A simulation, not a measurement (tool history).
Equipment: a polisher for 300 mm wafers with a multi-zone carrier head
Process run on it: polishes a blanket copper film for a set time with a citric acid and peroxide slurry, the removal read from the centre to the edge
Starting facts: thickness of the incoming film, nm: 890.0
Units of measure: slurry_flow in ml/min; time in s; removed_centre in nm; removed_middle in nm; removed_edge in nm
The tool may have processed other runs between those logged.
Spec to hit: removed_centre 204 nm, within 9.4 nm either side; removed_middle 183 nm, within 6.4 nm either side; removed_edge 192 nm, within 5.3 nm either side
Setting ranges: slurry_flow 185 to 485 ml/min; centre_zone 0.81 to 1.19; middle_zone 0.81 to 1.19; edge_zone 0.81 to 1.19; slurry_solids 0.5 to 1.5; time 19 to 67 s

Run 1, day 0: slurry_flow 310 ml/min, centre_zone 1, middle_zone 1, edge_zone 1, slurry_solids 1, time 43 s. Result: removed_centre 160 nm, removed_middle 153.57 nm, removed_edge 162.68 nm.
Run 2, day 0.254: slurry_flow 315 ml/min, centre_zone 1.03, middle_zone 1.02, edge_zone 1.03, slurry_solids 1.1, time 43 s. Result: removed_centre 164.6 nm, removed_middle 160.27 nm, removed_edge 166.67 nm.
Run 3, day 0.392: slurry_flow 320 ml/min, centre_zone 1.06, middle_zone 1.02, edge_zone 1.05, slurry_solids 1.2, time 44 s. Result: removed_centre 175.15 nm, removed_middle 166.46 nm, removed_edge 173.92 nm.
Run 4, day 0.521: slurry_flow 325 ml/min, centre_zone 1.08, middle_zone 1.02, edge_zone 1.07, slurry_solids 1.25, time 44 s. Result: removed_centre 188.52 nm, removed_middle 170.08 nm, removed_edge 181.37 nm.
Run 5, day 0.592: slurry_flow 365 ml/min, centre_zone 1.08, middle_zone 1.02, edge_zone 1.07, slurry_solids 1.25, time 44 s. Result: removed_centre 187.8 nm, removed_middle 170.32 nm, removed_edge 182.38 nm.
Run 6, day 0.942: slurry_flow 370 ml/min, centre_zone 1.09, middle_zone 1.03, edge_zone 1.08, slurry_solids 1.25, time 44 s. Result: removed_centre 186.45 nm, removed_middle 172.97 nm, removed_edge 181.38 nm.
Run 7, day 0.992: slurry_flow 370 ml/min, centre_zone 1.09, middle_zone 1.03, edge_zone 1.08, slurry_solids 1.25, time 44 s. Result: removed_centre 192.61 nm, removed_middle 172.12 nm, removed_edge 183.24 nm.
Run 8, day 1.258: slurry_flow 375 ml/min, centre_zone 1.09, middle_zone 1.04, edge_zone 1.09, slurry_solids 1.25, time 44 s. Result: removed_centre 193.98 nm, removed_middle 172.1 nm, removed_edge 184.26 nm.
Run 9, day 1.554: slurry_flow 375 ml/min, centre_zone 1.09, middle_zone 1.05, edge_zone 1.1, slurry_solids 1.3, time 44 s. Result: removed_centre 190.72 nm, removed_middle 176.41 nm, removed_edge 186.24 nm.
Run 10, day 1.688: slurry_flow 380 ml/min, centre_zone 1.1, middle_zone 1.05, edge_zone 1.11, slurry_solids 1.3, time 44 s. Result: removed_centre 195.53 nm, removed_middle 173.5 nm, removed_edge 188.59 nm.

Which single option among these 5 for the next run brings every result within its allowed miss of target? Just one does.
Run A, day 1.821: slurry_flow 410 ml/min, centre_zone 1.11, middle_zone 1.05, edge_zone 1.08, slurry_solids 1.25, time 46 s. Result: removed_centre ?, removed_middle ?, removed_edge ?.
Run B, day 1.821: slurry_flow 385 ml/min, centre_zone 1.13, middle_zone 0.94, edge_zone 1.19, slurry_solids 1.2, time 42 s. Result: removed_centre ?, removed_middle ?, removed_edge ?.
Run C, day 1.821: slurry_flow 415 ml/min, centre_zone 1.18, middle_zone 0.98, edge_zone 1.15, slurry_solids 1.15, time 43 s. Result: removed_centre ?, removed_middle ?, removed_edge ?.
Run D, day 1.821: slurry_flow 420 ml/min, centre_zone 1.03, middle_zone 1.02, edge_zone 1.04, slurry_solids 1.25, time 44 s. Result: removed_centre ?, removed_middle ?, removed_edge ?.
Run E, day 1.821: slurry_flow 325 ml/min, centre_zone 1, middle_zone 1.06, edge_zone 1.07, slurry_solids 1.2, time 47 s. Result: removed_centre ?, removed_middle ?, removed_edge ?.

move  removed_centre  removed_middle  removed_edge
   A          201.25          180.38        190.79
   B          184.32           152.2        181.14
   C          196.57          159.02        181.16
   D          178.85          169.97        179.34
   E          179.48          180.19        189.35
A: hits every target within its allowed miss
B: further off than the last run
C: further off than the last run
D: further off than the last run
E: corrects the largest miss of the last run, while another result sits out of spec
Correct choice: A, which meets every target
